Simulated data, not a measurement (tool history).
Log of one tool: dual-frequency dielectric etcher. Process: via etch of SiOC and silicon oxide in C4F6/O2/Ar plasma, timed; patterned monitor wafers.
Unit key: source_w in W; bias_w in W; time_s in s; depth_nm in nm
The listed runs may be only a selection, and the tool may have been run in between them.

| run | hour | source_w | bias_w | time_s | depth_nm |
|---|---|---|---|---|---|
| 1 | 0 | 440 | 224 | 109 | 127.11 |
| 2 | 5 | 440 | 205 | 109 | 123.08 |
| 3 | 12.4 | 440 | 205 | 114 | 129.03 |
| 4 | 20.9 | 440 | 223 | 114 | 132.6 |
| 5 | 23.3 | 440 | 223 | 109 | 127.48 |
| 6 | 25.3 | 440 | 241 | 109 | 130.4 |
| 7 | 30.1 | 460 | 242 | 109 | 133.01 |
| 8 | 36.6 | 480 | 243 | 109 | 136.06 |
| 9 | 41.6 | 480 | 243 | 109 | 135.72 |

What will run 10 give?
| 10 | 50.4 | 490 | 243 | 109 | ? |

For run 10 the tool returned depth_nm 137.71 nm.
